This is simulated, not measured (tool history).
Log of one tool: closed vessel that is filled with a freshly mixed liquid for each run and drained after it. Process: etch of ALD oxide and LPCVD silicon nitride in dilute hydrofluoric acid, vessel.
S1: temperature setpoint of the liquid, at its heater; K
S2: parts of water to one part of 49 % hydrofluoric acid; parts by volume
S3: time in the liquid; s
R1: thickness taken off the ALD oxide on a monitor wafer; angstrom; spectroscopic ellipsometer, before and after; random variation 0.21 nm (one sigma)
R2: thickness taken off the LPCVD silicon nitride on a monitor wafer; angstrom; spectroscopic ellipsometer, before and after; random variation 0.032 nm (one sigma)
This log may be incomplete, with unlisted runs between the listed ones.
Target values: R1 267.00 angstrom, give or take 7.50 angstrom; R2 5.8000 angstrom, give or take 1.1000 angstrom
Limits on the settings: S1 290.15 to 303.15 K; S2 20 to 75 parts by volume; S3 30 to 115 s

Run 1, hour 0.0: S1 295.15 K, S2 45 parts by volume, S3 60 s. Result: R1 328.05 angstrom, R2 6.6485 angstrom.
Run 2, hour 7.0: S1 297.65 K, S2 45 parts by volume, S3 60 s. Result: R1 366.49 angstrom, R2 8.0687 angstrom.
Run 3, hour 9.6: S1 296.15 K, S2 45 parts by volume, S3 60 s. Result: R1 337.85 angstrom, R2 7.4019 angstrom.
Run 4, hour 11.6: S1 295.15 K, S2 45 parts by volume, S3 60 s. Result: R1 325.71 angstrom, R2 6.8856 angstrom.
Run 5, hour 18.6: S1 295.15 K, S2 45 parts by volume, S3 80 s. Result: R1 441.78 angstrom, R2 8.8559 angstrom.
Run 6, hour 27.1: S1 295.15 K, S2 40 parts by volume, S3 80 s. Result: R1 505.75 angstrom, R2 9.8788 angstrom.
Run 7, hour 34.5: S1 294.15 K, S2 45 parts by volume, S3 80 s. Result: R1 421.36 angstrom, R2 8.0468 angstrom.
Run 8, hour 39.4: S1 293.65 K, S2 50 parts by volume, S3 80 s. Result: R1 370.19 angstrom, R2 7.1802 angstrom.
Run 9, hour 40.8: S1 293.15 K, S2 55 parts by volume, S3 80 s. Result: R1 326.11 angstrom, R2 6.2169 angstrom.
Run 10, hour 48.7: S1 293.15 K, S2 60 parts by volume, S3 80 s. Result: R1 293.18 angstrom, R2 6.1353 angstrom.
Run 11, hour 52.3: S1 292.65 K, S2 60 parts by volume, S3 80 s. Result: R1 287.89 angstrom, R2 5.5819 angstrom.

Next run, 5 choices. One meets every target within its allowed miss, the rest don't. Which?
Run A, hour 55.9: S1 297.65 K, S2 70 parts by volume, S3 75 s. Result: R1 ?, R2 ?.
Run B, hour 55.9: S1 290.15 K, S2 40 parts by volume, S3 50 s. Result: R1 ?, R2 ?.
Run C, hour 55.9: S1 294.65 K, S2 70 parts by volume, S3 80 s. Result: R1 ?, R2 ?.
Run D, hour 55.9: S1 294.15 K, S2 60 parts by volume, S3 85 s. Result: R1 ?, R2 ?.
Run E, hour 55.9: S1 292.15 K, S2 65 parts by volume, S3 100 s. Result: R1 ?, R2 ?.

move      R1      R2
   A  287.17  6.6080
   B  253.45  4.5305
   C  270.97  5.7595
   D  333.00  6.8753
   E  330.46  6.5156
A: just as far off the targets as the last run
B: takes the biggest miss from the last run beyond its target
C: all results land within tolerance of their targets
D: misses by more than the last run did
E: misses by more than the last run did
Go with C: it meets all targets.

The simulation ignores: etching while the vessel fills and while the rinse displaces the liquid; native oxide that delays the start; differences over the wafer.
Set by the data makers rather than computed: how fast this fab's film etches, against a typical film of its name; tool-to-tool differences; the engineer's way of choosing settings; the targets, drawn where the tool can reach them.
